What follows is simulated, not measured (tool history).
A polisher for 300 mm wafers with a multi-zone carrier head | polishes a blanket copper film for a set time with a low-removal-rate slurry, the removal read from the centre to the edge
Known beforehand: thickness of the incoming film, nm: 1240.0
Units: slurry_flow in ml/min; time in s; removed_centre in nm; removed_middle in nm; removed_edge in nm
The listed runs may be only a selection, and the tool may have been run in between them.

Run 1, hour 0: slurry_flow 245 ml/min, centre_zone 1, middle_zone 1, edge_zone 1, slurry_solids 1, time 89 s. Result: removed_centre 304.44 nm, removed_middle 295.95 nm, removed_edge 306.08 nm.
Run 2, hour 8: slurry_flow 245 ml/min, centre_zone 1, middle_zone 0.98, edge_zone 1.03, slurry_solids 1.05, time 93 s. Result: removed_centre 323.94 nm, removed_middle 314.15 nm, removed_edge 329.04 nm.
Run 3, hour 11.7: slurry_flow 245 ml/min, centre_zone 1, middle_zone 0.98, edge_zone 1.07, slurry_solids 1.05, time 93 s. Result: removed_centre 323.03 nm, removed_middle 309.23 nm, removed_edge 332.73 nm.
Run 4, hour 18: slurry_flow 195 ml/min, centre_zone 1, middle_zone 0.98, edge_zone 1.07, slurry_solids 1.05, time 93 s. Result: removed_centre 310.85 nm, removed_middle 300.56 nm, removed_edge 330.49 nm.
Run 5, hour 25.4: slurry_flow 190 ml/min, centre_zone 1, middle_zone 0.96, edge_zone 1.09, slurry_solids 1.1, time 97 s. Result: removed_centre 328.73 nm, removed_middle 307.45 nm, removed_edge 348.54 nm.
Run 6, hour 28.5: slurry_flow 185 ml/min, centre_zone 0.99, middle_zone 0.95, edge_zone 1.1, slurry_solids 1.15, time 101 s. Result: removed_centre 333.46 nm, removed_middle 321.66 nm, removed_edge 369.14 nm.

Forecast run 7:
Run 7, hour 33.5: slurry_flow 185 ml/min, centre_zone 1, middle_zone 0.94, edge_zone 1.11, slurry_solids 1.2, time 104 s. Result: removed_centre ?, removed_middle ?, removed_edge ?.

Run 7 yielded removed_centre 350.78 nm, removed_middle 341.64 nm, removed_edge 383.44 nm.

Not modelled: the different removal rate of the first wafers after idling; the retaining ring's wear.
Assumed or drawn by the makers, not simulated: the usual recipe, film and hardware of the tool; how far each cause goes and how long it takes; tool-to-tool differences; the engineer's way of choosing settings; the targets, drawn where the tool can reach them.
